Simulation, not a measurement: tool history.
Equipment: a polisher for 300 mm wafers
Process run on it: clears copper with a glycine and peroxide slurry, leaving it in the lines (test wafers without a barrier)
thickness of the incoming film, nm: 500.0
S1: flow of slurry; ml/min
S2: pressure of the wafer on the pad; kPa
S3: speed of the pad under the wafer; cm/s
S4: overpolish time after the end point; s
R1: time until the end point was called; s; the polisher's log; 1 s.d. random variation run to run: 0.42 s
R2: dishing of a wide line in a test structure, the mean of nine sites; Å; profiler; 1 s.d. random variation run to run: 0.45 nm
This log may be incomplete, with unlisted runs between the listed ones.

run  hour   S1    S2   S3  S4      R1      R2
  1     0  300  15.9  122  30  79.449  615.97
  2   7.6  355  15.2  144  23  71.599  575.58
  3  14.8  355  15.2  118  23  83.651  551.57
  4  21.6  355  15.2   94  23  99.347  512.23
  5  30.1  390  15.2  124  19  80.876   508.6
  6  32.5  390  15.2  124  23  79.868  545.53
  7  37.7  415  15.2  144  19  71.628  531.28
  8  41.4  430  15.2  158  16  66.491  502.53

Predict the results of run 9:
  9  47.2  445  15.9  168  14   ?   ?

R1: 60.926 s
R2: 499.61 Å
